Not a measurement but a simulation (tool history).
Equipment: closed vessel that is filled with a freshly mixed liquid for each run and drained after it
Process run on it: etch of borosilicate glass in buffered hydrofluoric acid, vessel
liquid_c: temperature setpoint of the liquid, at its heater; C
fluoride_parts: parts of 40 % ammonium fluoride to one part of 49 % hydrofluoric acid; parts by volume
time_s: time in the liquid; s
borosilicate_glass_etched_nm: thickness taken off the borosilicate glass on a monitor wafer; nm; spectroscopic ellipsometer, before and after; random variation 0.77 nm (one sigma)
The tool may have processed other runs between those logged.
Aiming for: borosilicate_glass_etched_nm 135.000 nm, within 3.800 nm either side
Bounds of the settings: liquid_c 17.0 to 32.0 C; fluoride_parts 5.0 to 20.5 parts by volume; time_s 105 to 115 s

{"run": 1, "hour": 0.0, "liquid_c": 24.0, "fluoride_parts": 12.5, "time_s": 105, "borosilicate_glass_etched_nm": 101.4}
{"run": 2, "hour": 6.9, "liquid_c": 24.0, "fluoride_parts": 14.5, "time_s": 105, "borosilicate_glass_etched_nm": 87.426}
{"run": 3, "hour": 10.8, "liquid_c": 24.0, "fluoride_parts": 11.5, "time_s": 105, "borosilicate_glass_etched_nm": 109.24}
{"run": 4, "hour": 15.3, "liquid_c": 24.0, "fluoride_parts": 11.5, "time_s": 105, "borosilicate_glass_etched_nm": 110.11}
{"run": 5, "hour": 24.1, "liquid_c": 24.0, "fluoride_parts": 11.5, "time_s": 115, "borosilicate_glass_etched_nm": 119.65}
{"run": 6, "hour": 25.4, "liquid_c": 24.0, "fluoride_parts": 11.5, "time_s": 105, "borosilicate_glass_etched_nm": 108.51}
{"run": 7, "hour": 26.0, "liquid_c": 25.5, "fluoride_parts": 11.5, "time_s": 105, "borosilicate_glass_etched_nm": 117.3}
{"run": 8, "hour": 31.1, "liquid_c": 26.5, "fluoride_parts": 11.5, "time_s": 105, "borosilicate_glass_etched_nm": 125.14}
{"run": 9, "hour": 36.5, "liquid_c": 27.0, "fluoride_parts": 11.5, "time_s": 105, "borosilicate_glass_etched_nm": 129.18}

Exactly one of the 4 candidate moves below puts every result within its allowed miss. Which one?
{"run": "A", "hour": 41.9, "liquid_c": 26.5, "fluoride_parts": 11.5, "time_s": 105, "borosilicate_glass_etched_nm": "?"}
{"run": "B", "hour": 41.9, "liquid_c": 25.5, "fluoride_parts": 11.0, "time_s": 115, "borosilicate_glass_etched_nm": "?"}
{"run": "C", "hour": 41.9, "liquid_c": 25.5, "fluoride_parts": 11.5, "time_s": 110, "borosilicate_glass_etched_nm": "?"}
{"run": "D", "hour": 41.9, "liquid_c": 27.0, "fluoride_parts": 12.5, "time_s": 110, "borosilicate_glass_etched_nm": "?"}

move=A borosilicate_glass_etched_nm=124.420
move=B borosilicate_glass_etched_nm=135.030
move=C borosilicate_glass_etched_nm=123.620
move=D borosilicate_glass_etched_nm=123.260
A: its largest miss is bigger than the last run's
B: all results land within tolerance of their targets
C: its largest miss is bigger than the last run's
D: its largest miss is bigger than the last run's
Go with B: it meets all targets.
